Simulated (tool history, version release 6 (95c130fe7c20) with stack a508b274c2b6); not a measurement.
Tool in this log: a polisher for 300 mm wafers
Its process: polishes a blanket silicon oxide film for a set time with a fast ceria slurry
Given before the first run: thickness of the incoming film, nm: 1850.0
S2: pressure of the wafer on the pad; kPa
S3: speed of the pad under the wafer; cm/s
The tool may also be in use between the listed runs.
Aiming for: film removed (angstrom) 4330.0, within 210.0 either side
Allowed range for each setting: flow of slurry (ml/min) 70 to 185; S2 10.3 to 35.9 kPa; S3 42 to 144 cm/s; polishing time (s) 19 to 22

Run 1, hour 0.0: flow of slurry (ml/min) 120, S2 22.8 kPa, S3 92 cm/s, polishing time (s) 22. Result: film removed (angstrom) 3284.0.
Run 2, hour 5.4: flow of slurry (ml/min) 120, S2 22.8 kPa, S3 92 cm/s, polishing time (s) 22. Result: film removed (angstrom) 3261.6.
Run 3, hour 13.3: flow of slurry (ml/min) 130, S2 22.8 kPa, S3 92 cm/s, polishing time (s) 22. Result: film removed (angstrom) 3294.8.
Run 4, hour 20.2: flow of slurry (ml/min) 130, S2 24.1 kPa, S3 92 cm/s, polishing time (s) 22. Result: film removed (angstrom) 3494.5.
Run 5, hour 22.7: flow of slurry (ml/min) 130, S2 24.1 kPa, S3 76 cm/s, polishing time (s) 22. Result: film removed (angstrom) 2865.7.
Run 6, hour 24.1: flow of slurry (ml/min) 130, S2 26.9 kPa, S3 76 cm/s, polishing time (s) 22. Result: film removed (angstrom) 3179.0.
Run 7, hour 26.8: flow of slurry (ml/min) 130, S2 29.0 kPa, S3 76 cm/s, polishing time (s) 22. Result: film removed (angstrom) 3314.3.
Run 8, hour 31.8: flow of slurry (ml/min) 130, S2 31.0 kPa, S3 78 cm/s, polishing time (s) 22. Result: film removed (angstrom) 3711.9.
Run 9, hour 33.1: flow of slurry (ml/min) 140, S2 34.5 kPa, S3 78 cm/s, polishing time (s) 22. Result: film removed (angstrom) 4104.6.

Of the 4 settings listed for the next run, only one would bring every result within its allowed miss of target. Which one?
Run A, hour 34.4: flow of slurry (ml/min) 120, S2 35.2 kPa, S3 72 cm/s, polishing time (s) 22. Result: film removed (angstrom) ?.
Run B, hour 34.4: flow of slurry (ml/min) 145, S2 31.0 kPa, S3 82 cm/s, polishing time (s) 21. Result: film removed (angstrom) ?.
Run C, hour 34.4: flow of slurry (ml/min) 145, S2 33.8 kPa, S3 100 cm/s, polishing time (s) 19. Result: film removed (angstrom) ?.
Run D, hour 34.4: flow of slurry (ml/min) 135, S2 35.9 kPa, S3 72 cm/s, polishing time (s) 22. Result: film removed (angstrom) ?.

move  film removed (angstrom)
   A                   3742.6
   B                   3731.9
   C                   4403.9
   D                   3869.7
A: the biggest miss grows against the last run
B: the biggest miss grows against the last run
C: hits every target within its allowed miss
D: the biggest miss grows against the last run
Move C is the one to make.

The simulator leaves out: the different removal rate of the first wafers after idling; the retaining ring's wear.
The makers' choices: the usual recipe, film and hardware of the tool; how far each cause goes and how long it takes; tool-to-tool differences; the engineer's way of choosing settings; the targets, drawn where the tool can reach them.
